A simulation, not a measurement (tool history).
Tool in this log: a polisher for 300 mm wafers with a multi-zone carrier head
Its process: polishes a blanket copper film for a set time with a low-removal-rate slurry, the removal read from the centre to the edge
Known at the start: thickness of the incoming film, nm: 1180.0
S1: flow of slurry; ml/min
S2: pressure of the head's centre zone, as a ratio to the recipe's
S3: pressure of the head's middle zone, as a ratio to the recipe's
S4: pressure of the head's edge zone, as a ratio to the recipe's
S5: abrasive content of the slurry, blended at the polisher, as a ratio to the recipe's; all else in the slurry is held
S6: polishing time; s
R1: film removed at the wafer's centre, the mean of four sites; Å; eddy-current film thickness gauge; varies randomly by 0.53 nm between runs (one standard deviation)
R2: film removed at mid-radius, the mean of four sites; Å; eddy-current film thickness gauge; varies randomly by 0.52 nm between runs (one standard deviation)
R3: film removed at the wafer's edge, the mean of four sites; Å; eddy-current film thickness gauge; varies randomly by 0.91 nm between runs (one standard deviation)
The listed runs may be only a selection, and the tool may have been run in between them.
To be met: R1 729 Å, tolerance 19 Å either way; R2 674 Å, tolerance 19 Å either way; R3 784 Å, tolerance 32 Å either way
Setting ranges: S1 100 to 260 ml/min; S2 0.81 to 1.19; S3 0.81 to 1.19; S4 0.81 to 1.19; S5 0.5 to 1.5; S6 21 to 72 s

run,hour,S1,S2,S3,S4,S5,S6,R1,R2,R3
1,0,165,1,1,1,1,46,1020.2,1043.5,996.46
2,4.4,165,1,1,0.96,1,46,1032.6,1048.7,988.16
3,12.7,160,0.99,0.97,0.97,0.9,45,976.13,978.59,959.54
4,16.2,155,0.98,0.95,0.97,0.85,44,917.47,925.63,940.05
5,20.2,150,0.98,0.93,0.96,0.8,43,890.69,881.15,901.12
6,28.7,145,0.98,0.91,0.96,0.75,42,858.02,839.82,886.42
7,30.3,140,0.98,0.89,0.95,0.7,41,827.82,784.45,815.25
8,33.1,135,0.97,0.88,0.96,0.65,41,780.72,756.57,819.26
9,40.4,130,0.97,0.87,0.96,0.65,41,784.55,743.92,815.25
10,48,125,0.97,0.86,0.96,0.65,41,772.37,730.49,792.71
11,51.2,120,0.97,0.85,0.97,0.65,41,762.86,717.17,798.84

Which single option among these 4 for the next run brings every result within its allowed miss of target? Just one does.
A,54.4,115,0.94,0.9,0.95,0.65,42,?,?,?
B,54.4,125,0.97,0.81,0.99,0.75,38,?,?,?
C,54.4,115,0.89,0.83,1.03,0.7,39,?,?,?
D,54.4,100,0.81,0.83,1.06,0.65,45,?,?,?

move,R1,R2,R3
A,762.69,762.86,797.09
B,741.57,671.46,763.95
C,687.23,677.44,777
D,694.75,739.31,871.57
A: lands further from the targets than the last run did
B: all results in spec
C: puts the biggest miss on target and leaves a different result outside tolerance
D: lands further from the targets than the last run did
Move B is the one to make.
